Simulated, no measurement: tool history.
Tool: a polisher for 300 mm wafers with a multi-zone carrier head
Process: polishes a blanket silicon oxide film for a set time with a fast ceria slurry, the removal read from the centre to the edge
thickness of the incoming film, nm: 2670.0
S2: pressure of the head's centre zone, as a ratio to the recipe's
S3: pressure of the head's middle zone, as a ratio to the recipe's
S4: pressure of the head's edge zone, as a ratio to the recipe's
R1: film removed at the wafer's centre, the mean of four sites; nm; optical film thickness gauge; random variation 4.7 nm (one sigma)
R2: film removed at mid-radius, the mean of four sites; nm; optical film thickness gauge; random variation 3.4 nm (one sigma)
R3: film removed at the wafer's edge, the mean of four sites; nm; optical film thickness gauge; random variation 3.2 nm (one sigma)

run 1 hour=0 | flow_of_slurry_(ml/min)=160 S2=1 S3=1 S4=1 polishing_time_(s)=45 | R1=576.01 R2=577.27 R3=549.19
run 2 hour=3.1 | flow_of_slurry_(ml/min)=160 S2=1 S3=1 S4=1 polishing_time_(s)=51 | R1=654.64 R2=657.68 R3=621.2
run 3 hour=9.6 | flow_of_slurry_(ml/min)=160 S2=1 S3=0.93 S4=1 polishing_time_(s)=51 | R1=664.22 R2=618.56 R3=612.29
run 4 hour=13.4 | flow_of_slurry_(ml/min)=160 S2=1 S3=0.93 S4=1 polishing_time_(s)=43 | R1=558.69 R2=524.97 R3=518.21
run 5 hour=19.9 | flow_of_slurry_(ml/min)=150 S2=0.97 S3=0.92 S4=0.96 polishing_time_(s)=42 | R1=529.87 R2=509.78 R3=498.36
run 6 hour=27.3 | flow_of_slurry_(ml/min)=150 S2=0.97 S3=0.96 S4=0.96 polishing_time_(s)=42 | R1=526.12 R2=525.22 R3=492.14
run 7 hour=31.1 | flow_of_slurry_(ml/min)=150 S2=0.97 S3=0.96 S4=0.96 polishing_time_(s)=42 | R1=517.86 R2=528.78 R3=495.24

Forecast run 8:
run 8 hour=32.4 | flow_of_slurry_(ml/min)=140 S2=0.95 S3=0.93 S4=0.93 polishing_time_(s)=41 | R1=? R2=? R3=?

{"run 8": {"R1": 498.41, "R2": 491.98, "R3": 479.71}}
